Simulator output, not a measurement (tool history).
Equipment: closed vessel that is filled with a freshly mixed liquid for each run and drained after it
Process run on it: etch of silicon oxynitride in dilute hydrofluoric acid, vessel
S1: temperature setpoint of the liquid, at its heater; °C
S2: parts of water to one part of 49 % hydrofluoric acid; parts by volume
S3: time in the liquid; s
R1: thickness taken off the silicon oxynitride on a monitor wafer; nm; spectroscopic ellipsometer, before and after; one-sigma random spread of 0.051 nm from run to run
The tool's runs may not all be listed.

Run 1, day 0.000: S1 24.0 °C, S2 65 parts by volume, S3 50 s. Result: R1 3.2606 nm.
Run 2, day 0.288: S1 24.0 °C, S2 45 parts by volume, S3 50 s. Result: R1 4.7178 nm.
Run 3, day 0.650: S1 20.5 °C, S2 45 parts by volume, S3 50 s. Result: R1 3.9932 nm.
Run 4, day 0.721: S1 21.5 °C, S2 45 parts by volume, S3 50 s. Result: R1 4.1932 nm.
Run 5, day 0.867: S1 22.5 °C, S2 45 parts by volume, S3 50 s. Result: R1 4.3813 nm.
Run 6, day 0.992: S1 23.0 °C, S2 45 parts by volume, S3 50 s. Result: R1 4.4660 nm.
Run 7, day 1.288: S1 23.0 °C, S2 45 parts by volume, S3 50 s. Result: R1 4.5487 nm.
Run 8, day 1.625: S1 23.5 °C, S2 45 parts by volume, S3 50 s. Result: R1 4.6368 nm.
At day 1.967: hydrofluoric acid flow meter replaced.
Run 9, day 1.967: S1 24.0 °C, S2 45 parts by volume, S3 50 s. Result: R1 4.3978 nm.

Run 10 comes next. What will it give?
Run 10, day 2.296: S1 28.0 °C, S2 30 parts by volume, S3 50 s. Result: R1 ?.

Run 10 yielded R1 8.1282 nm.
